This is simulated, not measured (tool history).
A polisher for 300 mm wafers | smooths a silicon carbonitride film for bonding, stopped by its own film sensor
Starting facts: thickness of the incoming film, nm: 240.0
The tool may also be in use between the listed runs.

run,hour,flow of slurry (ml/min),pressure of the wafer on the pad (kPa),speed of the pad under the wafer (cm/s),abrasive content of the slurry,target thickness at which the film sensor stops the polish (nm),time until the film sensor stopped the polish (s)
1,0.0,220,16.5,68,1.0,208,134.550
2,1.1,220,20.0,68,1.0,208,109.110
3,5.1,220,17.9,68,1.0,208,121.290
4,6.0,220,17.9,68,1.2,208,112.920
5,11.8,220,18.6,68,1.2,208,108.710
6,20.5,220,17.2,68,1.2,208,116.340
7,23.3,220,17.9,68,1.2,208,111.320
8,30.5,220,18.6,68,1.2,208,108.040
9,35.2,220,19.3,68,1.2,208,103.480
10,36.5,220,20.0,68,1.2,208,100.350
11,40.7,220,20.7,68,1.2,208,95.720

Run 12 is up next; what results do you expect?
12,45.9,220,22.1,68,1.2,208,?

time until the film sensor stopped the polish (s): 91.209
